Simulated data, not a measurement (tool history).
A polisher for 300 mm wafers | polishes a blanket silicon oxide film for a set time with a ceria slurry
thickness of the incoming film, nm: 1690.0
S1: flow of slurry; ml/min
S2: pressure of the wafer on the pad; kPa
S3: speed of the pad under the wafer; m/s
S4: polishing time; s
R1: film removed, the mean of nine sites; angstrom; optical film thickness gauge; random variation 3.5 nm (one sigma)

run 1 day=0 | S1=255 S2=26.2 S3=1.22 S4=81 | R1=4422.3
run 2 day=0.171 | S1=255 S2=23.4 S3=1.22 S4=81 | R1=3947.4
run 3 day=0.292 | S1=310 S2=23.4 S3=1.22 S4=81 | R1=4147.3
run 4 day=0.571 | S1=310 S2=23.4 S3=1.04 S4=81 | R1=3400.7
run 5 day=0.825 | S1=310 S2=22.1 S3=1.04 S4=81 | R1=3238.9
run 6 day=1.117 | S1=310 S2=21.4 S3=1.04 S4=81 | R1=3130.2
run 7 day=1.429 | S1=310 S2=20.7 S3=1.04 S4=81 | R1=3034.7
run 8 day=1.754 | S1=305 S2=20 S3=1.04 S4=81 | R1=3021.4

Run 9 comes next. What will it give?
run 9 day=2.117 | S1=305 S2=19.3 S3=1.04 S4=81 | R1=?

{"run 9": {"R1": 2831}}

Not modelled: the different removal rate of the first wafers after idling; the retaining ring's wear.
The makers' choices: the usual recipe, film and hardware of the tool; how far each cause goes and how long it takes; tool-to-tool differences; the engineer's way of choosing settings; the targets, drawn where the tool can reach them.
